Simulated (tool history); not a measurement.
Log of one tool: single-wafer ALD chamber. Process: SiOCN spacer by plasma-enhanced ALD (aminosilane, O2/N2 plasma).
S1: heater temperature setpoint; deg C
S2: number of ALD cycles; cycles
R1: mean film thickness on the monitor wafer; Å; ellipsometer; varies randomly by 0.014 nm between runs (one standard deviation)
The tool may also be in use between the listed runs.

{"run": 1, "hour": 0.0, "S1": 425, "S2": 113, "R1": 56.967}
{"run": 2, "hour": 4.4, "S1": 427, "S2": 109, "R1": 54.75}
{"run": 3, "hour": 11.1, "S1": 422, "S2": 109, "R1": 55.689}
{"run": 4, "hour": 15.1, "S1": 418, "S2": 109, "R1": 56.322}
{"run": 5, "hour": 23.0, "S1": 427, "S2": 109, "R1": 54.697}
{"run": 6, "hour": 28.8, "S1": 429, "S2": 106, "R1": 52.658}

The next listed run, before its measurement:
{"run": 7, "hour": 32.6, "S1": 429, "S2": 106, "R1": "?"}

R1: 52.663 Å

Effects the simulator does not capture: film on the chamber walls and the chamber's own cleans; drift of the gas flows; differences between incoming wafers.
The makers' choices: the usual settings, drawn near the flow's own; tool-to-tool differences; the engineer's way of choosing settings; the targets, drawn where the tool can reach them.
